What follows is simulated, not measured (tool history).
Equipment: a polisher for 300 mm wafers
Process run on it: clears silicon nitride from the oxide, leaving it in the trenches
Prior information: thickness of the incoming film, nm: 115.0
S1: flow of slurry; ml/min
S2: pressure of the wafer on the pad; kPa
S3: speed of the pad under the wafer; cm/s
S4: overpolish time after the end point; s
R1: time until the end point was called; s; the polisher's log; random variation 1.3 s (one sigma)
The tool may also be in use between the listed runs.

run,hour,S1,S2,S3,S4,R1
1,0.0,310,21.4,124,6,90.584
2,6.3,310,21.4,124,6,91.130
3,9.1,310,19.3,124,6,102.400
4,17.8,310,17.9,124,6,105.600
5,18.4,310,17.9,144,6,93.528
6,23.8,310,15.9,144,6,106.430

Estimate the outcome of run 7 from the log above:
7,31.3,310,11.0,144,6,?

R1: 147.890 s
